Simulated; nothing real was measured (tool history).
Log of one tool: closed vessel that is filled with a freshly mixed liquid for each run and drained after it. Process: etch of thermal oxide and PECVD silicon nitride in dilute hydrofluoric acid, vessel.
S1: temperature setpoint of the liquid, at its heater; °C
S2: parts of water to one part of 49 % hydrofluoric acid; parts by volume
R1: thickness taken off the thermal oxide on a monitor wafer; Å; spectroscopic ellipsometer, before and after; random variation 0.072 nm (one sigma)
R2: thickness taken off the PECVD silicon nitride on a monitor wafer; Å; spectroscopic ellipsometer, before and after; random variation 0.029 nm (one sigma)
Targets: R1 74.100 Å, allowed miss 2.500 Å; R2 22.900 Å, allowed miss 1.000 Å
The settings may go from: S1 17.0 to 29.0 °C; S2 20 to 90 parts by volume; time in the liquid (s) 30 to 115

run 1 hour=0.0 | S1=21.0 S2=50 time_in_the_liquid_(s)=60 | R1=55.119 R2=18.046
run 2 hour=8.9 | S1=21.0 S2=50 time_in_the_liquid_(s)=45 | R1=40.844 R2=13.781
run 3 hour=15.9 | S1=21.0 S2=40 time_in_the_liquid_(s)=45 | R1=51.066 R2=16.709
run 4 hour=22.8 | S1=21.0 S2=50 time_in_the_liquid_(s)=45 | R1=41.315 R2=13.523
run 5 hour=25.6 | S1=21.0 S2=40 time_in_the_liquid_(s)=45 | R1=51.034 R2=16.769
run 6 hour=26.8 | S1=20.5 S2=35 time_in_the_liquid_(s)=45 | R1=58.389 R2=18.472
run 7 hour=33.7 | S1=20.5 S2=30 time_in_the_liquid_(s)=45 | R1=68.510 R2=21.552
run 8 hour=37.5 | S1=20.0 S2=25 time_in_the_liquid_(s)=45 | R1=81.983 R2=24.369
run 9 hour=42.4 | S1=20.5 S2=25 time_in_the_liquid_(s)=45 | R1=83.074 R2=25.535
run 10 hour=47.7 | S1=20.5 S2=30 time_in_the_liquid_(s)=45 | R1=68.706 R2=21.591
run 11 hour=56.7 | S1=20.0 S2=25 time_in_the_liquid_(s)=45 | R1=80.855 R2=24.982
run 12 hour=62.0 | S1=19.5 S2=30 time_in_the_liquid_(s)=45 | R1=64.311 R2=19.825
run 13 hour=65.1 | S1=20.0 S2=30 time_in_the_liquid_(s)=45 | R1=67.219 R2=21.223
run 14 hour=65.8 | S1=20.5 S2=30 time_in_the_liquid_(s)=45 | R1=68.883 R2=21.644
run 15 hour=68.4 | S1=20.0 S2=25 time_in_the_liquid_(s)=45 | R1=80.740 R2=25.238
run 16 hour=72.3 | S1=19.5 S2=25 time_in_the_liquid_(s)=45 | R1=78.787 R2=24.334
run 17 hour=78.6 | S1=19.0 S2=25 time_in_the_liquid_(s)=45 | R1=75.743 R2=22.946
run 18 hour=82.8 | S1=19.5 S2=25 time_in_the_liquid_(s)=45 | R1=80.598 R2=23.657
run 19 hour=85.8 | S1=20.0 S2=25 time_in_the_liquid_(s)=45 | R1=79.903 R2=25.063
run 20 hour=90.8 | S1=19.5 S2=25 time_in_the_liquid_(s)=45 | R1=81.105 R2=23.868
run 21 hour=91.4 | S1=20.5 S2=30 time_in_the_liquid_(s)=45 | R1=68.022 R2=21.901

4 next moves are on the table. One of them brings every result within its allowed miss. Which?
run A hour=92.0 | S1=26.5 S2=50 time_in_the_liquid_(s)=50 | R1=? R2=?
run B hour=92.0 | S1=23.5 S2=35 time_in_the_liquid_(s)=45 | R1=? R2=?
run C hour=92.0 | S1=23.0 S2=50 time_in_the_liquid_(s)=65 | R1=? R2=?
run D hour=92.0 | S1=20.0 S2=30 time_in_the_liquid_(s)=50 | R1=? R2=?

move=A R1=57.509 R2=21.872
move=B R1=66.724 R2=22.796
move=C R1=64.788 R2=22.485
move=D R1=75.024 R2=23.078
A: further off than the last run
B: further off than the last run
C: further off than the last run
D: meets every target
Move D is the one to make.
